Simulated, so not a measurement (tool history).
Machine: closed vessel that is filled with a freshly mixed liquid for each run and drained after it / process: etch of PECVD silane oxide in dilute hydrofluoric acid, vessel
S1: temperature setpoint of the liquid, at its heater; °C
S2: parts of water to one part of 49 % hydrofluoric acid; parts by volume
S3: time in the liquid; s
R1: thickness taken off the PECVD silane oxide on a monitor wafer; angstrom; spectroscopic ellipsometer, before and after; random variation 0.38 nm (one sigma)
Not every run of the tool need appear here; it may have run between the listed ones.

Run 1, hour 0.0: S1 24.0 °C, S2 40 parts by volume, S3 100 s. Result: R1 769.07 angstrom.
Run 2, hour 3.4: S1 24.0 °C, S2 40 parts by volume, S3 105 s. Result: R1 802.87 angstrom.
Run 3, hour 8.8: S1 24.0 °C, S2 40 parts by volume, S3 100 s. Result: R1 774.35 angstrom.
Run 4, hour 10.6: S1 21.5 °C, S2 40 parts by volume, S3 100 s. Result: R1 702.18 angstrom.
Run 5, hour 11.4: S1 21.0 °C, S2 40 parts by volume, S3 100 s. Result: R1 679.90 angstrom.
Run 6, hour 19.2: S1 20.5 °C, S2 40 parts by volume, S3 100 s. Result: R1 662.04 angstrom.
Run 7, hour 28.4: S1 20.0 °C, S2 40 parts by volume, S3 100 s. Result: R1 646.05 angstrom.
Run 8, hour 29.9: S1 19.5 °C, S2 40 parts by volume, S3 100 s. Result: R1 636.74 angstrom.
Run 9, hour 35.7: S1 19.0 °C, S2 40 parts by volume, S3 100 s. Result: R1 622.63 angstrom.
Run 10, hour 42.7: S1 18.5 °C, S2 40 parts by volume, S3 100 s. Result: R1 614.25 angstrom.
Run 11, hour 44.3: S1 18.0 °C, S2 40 parts by volume, S3 100 s. Result: R1 601.62 angstrom.
Run 12, hour 48.5: S1 17.5 °C, S2 45 parts by volume, S3 100 s. Result: R1 518.20 angstrom.

For run 13, what comes out?
Run 13, hour 50.7: S1 17.0 °C, S2 45 parts by volume, S3 100 s. Result: R1 ?.

Run 13 produced R1 499.47 angstrom.
